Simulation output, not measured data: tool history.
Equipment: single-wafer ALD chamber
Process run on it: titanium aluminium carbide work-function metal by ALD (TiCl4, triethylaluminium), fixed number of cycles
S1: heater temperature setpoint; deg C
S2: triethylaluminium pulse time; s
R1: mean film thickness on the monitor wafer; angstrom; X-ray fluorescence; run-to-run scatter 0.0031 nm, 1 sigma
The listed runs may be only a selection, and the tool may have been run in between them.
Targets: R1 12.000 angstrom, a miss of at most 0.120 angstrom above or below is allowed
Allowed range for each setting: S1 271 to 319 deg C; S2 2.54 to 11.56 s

run,hour,S1,S2,R1
1,0.0,295,7.05,18.308
2,3.3,289,5.92,16.815
3,6.6,289,4.72,15.316
4,14.6,282,4.72,14.790
5,22.2,282,3.88,13.208
6,30.1,279,3.82,12.953
7,37.8,277,3.79,12.729
8,39.8,276,3.77,12.637
9,45.4,275,3.74,12.417
10,50.9,274,3.74,12.444
11,59.1,273,3.70,12.258

Pick the move, out of 5, that brings all results within their allowed miss; only one does.
A,67.3,271,3.86,?
B,67.3,271,3.66,?
C,67.3,271,4.00,?
D,67.3,271,3.89,?
E,67.3,276,3.79,?

move,R1
A,12.460
B,12.049
C,12.730
D,12.519
E,12.664
A: further off than the last run
B: each result inside its tolerance
C: further off than the last run
D: further off than the last run
E: further off than the last run
Go with B: it meets all targets.
